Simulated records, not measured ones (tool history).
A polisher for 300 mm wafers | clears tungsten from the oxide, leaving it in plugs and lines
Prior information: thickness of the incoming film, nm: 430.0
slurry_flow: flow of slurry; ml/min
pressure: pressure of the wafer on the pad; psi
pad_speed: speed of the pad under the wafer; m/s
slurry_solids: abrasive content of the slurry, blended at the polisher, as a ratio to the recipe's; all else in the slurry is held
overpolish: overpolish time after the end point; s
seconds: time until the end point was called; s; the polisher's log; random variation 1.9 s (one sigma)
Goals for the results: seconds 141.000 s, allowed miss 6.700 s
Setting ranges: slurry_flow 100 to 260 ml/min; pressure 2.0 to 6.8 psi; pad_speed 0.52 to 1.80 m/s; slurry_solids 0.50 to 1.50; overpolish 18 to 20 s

| run | hour | slurry_flow | pressure | pad_speed | slurry_solids | overpolish | seconds |
|---|---|---|---|---|---|---|---|
| 1 | 0.0 | 165 | 4.4 | 1.16 | 1.00 | 18 | 77.744 |
| 2 | 7.4 | 165 | 4.2 | 1.16 | 1.00 | 18 | 80.284 |
| 3 | 11.8 | 165 | 4.0 | 1.14 | 1.00 | 18 | 83.927 |
| 4 | 17.9 | 165 | 4.0 | 1.14 | 1.20 | 18 | 80.985 |
| 5 | 20.0 | 165 | 4.0 | 1.14 | 1.20 | 20 | 81.543 |
| 6 | 23.0 | 165 | 3.8 | 1.12 | 1.20 | 20 | 88.513 |
| 7 | 29.0 | 165 | 3.6 | 1.12 | 1.20 | 20 | 90.066 |
| 8 | 32.5 | 165 | 3.4 | 1.10 | 1.20 | 20 | 96.392 |
| 9 | 37.7 | 165 | 3.3 | 1.10 | 1.20 | 20 | 99.815 |
| 10 | 38.5 | 165 | 3.2 | 1.10 | 1.20 | 20 | 101.860 |
| 11 | 45.0 | 165 | 3.1 | 1.10 | 1.20 | 20 | 103.710 |
| 12 | 52.7 | 160 | 2.0 | 1.02 | 1.20 | 20 | 150.450 |

Which of these 5 next moves meets every target?
| A | 60.4 | 160 | 3.7 | 0.70 | 1.15 | 20 | ? |
| B | 60.4 | 165 | 2.0 | 1.02 | 1.15 | 20 | ? |
| C | 60.4 | 175 | 3.0 | 0.74 | 1.15 | 18 | ? |
| D | 60.4 | 175 | 2.3 | 0.88 | 1.00 | 18 | ? |
| E | 60.4 | 160 | 2.0 | 0.96 | 1.20 | 20 | ? |

| move | seconds |
|---|---|
| A | 140.740 |
| B | 149.880 |
| C | 153.460 |
| D | 159.480 |
| E | 158.720 |
A: meets every target
B: nearer the targets than the last run, but a result is still out of spec
C: lands further from the targets than the last run did
D: lands further from the targets than the last run did
E: lands further from the targets than the last run did
The move that meets every target is A.

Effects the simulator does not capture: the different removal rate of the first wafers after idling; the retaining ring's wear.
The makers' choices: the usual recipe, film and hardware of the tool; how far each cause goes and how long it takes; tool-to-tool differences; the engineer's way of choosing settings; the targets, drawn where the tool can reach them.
